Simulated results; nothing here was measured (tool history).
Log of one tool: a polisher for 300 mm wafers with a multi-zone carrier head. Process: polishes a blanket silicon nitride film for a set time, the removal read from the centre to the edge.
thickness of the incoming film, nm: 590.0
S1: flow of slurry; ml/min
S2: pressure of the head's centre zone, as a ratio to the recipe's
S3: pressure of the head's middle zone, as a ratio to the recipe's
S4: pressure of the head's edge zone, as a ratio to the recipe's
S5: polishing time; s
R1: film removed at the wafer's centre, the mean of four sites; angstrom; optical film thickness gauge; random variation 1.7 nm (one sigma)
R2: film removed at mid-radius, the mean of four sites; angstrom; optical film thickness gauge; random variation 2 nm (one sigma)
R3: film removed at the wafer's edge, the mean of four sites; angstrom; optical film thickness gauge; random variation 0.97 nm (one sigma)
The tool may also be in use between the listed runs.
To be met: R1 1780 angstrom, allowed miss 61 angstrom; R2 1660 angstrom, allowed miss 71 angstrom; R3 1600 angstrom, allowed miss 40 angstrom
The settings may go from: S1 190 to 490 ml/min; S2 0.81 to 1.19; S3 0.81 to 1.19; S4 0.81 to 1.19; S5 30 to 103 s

run 1 hour=0 | S1=315 S2=1 S3=1 S4=1 S5=66 | R1=1383.5 R2=1427.3 R3=1380.1
run 2 hour=6 | S1=315 S2=0.97 S3=1 S4=1 S5=66 | R1=1353.3 R2=1431.2 R3=1373.9
run 3 hour=11.7 | S1=325 S2=1.02 S3=1.02 S4=1.02 S5=67 | R1=1448.3 R2=1472.5 R3=1414.6
run 4 hour=14.6 | S1=330 S2=1.05 S3=1.04 S4=1.05 S5=68 | R1=1528.6 R2=1509.9 R3=1466.8
run 5 hour=20.6 | S1=330 S2=1.05 S3=1.04 S4=1.05 S5=57 | R1=1255.2 R2=1295.3 R3=1225.3
run 6 hour=24.4 | S1=330 S2=1.05 S3=1.04 S4=0.96 S5=57 | R1=1285 R2=1264.6 R3=1176.2
run 7 hour=32.5 | S1=335 S2=1.08 S3=1.05 S4=1 S5=60 | R1=1359.9 R2=1332.7 R3=1272.5
run 8 hour=36.1 | S1=380 S2=1.18 S3=1.1 S4=1.05 S5=74 | R1=1897.6 R2=1741.8 R3=1610

Which of these 4 next moves meets every target?
run A hour=39.7 | S1=405 S2=1.13 S3=1.03 S4=1.06 S5=73 | R1=? R2=? R3=?
run B hour=39.7 | S1=400 S2=1.1 S3=1.19 S4=0.96 S5=76 | R1=? R2=? R3=?
run C hour=39.7 | S1=485 S2=1.19 S3=1.11 S4=0.96 S5=78 | R1=? R2=? R3=?
run D hour=39.7 | S1=390 S2=1.12 S3=1.19 S4=1.07 S5=75 | R1=? R2=? R3=?

move=A R1=1784.2 R2=1625.7 R3=1586.5
move=B R1=1808 R2=1914.3 R3=1569.6
move=C R1=2037.2 R2=1874.3 R3=1629.6
move=D R1=1813 R2=1884.8 R3=1630.4
A: meets every target
B: brings the result that was furthest off to its target, and leaves another outside
C: further off than the last run
D: brings the result that was furthest off to its target, and leaves another outside
Answer: A
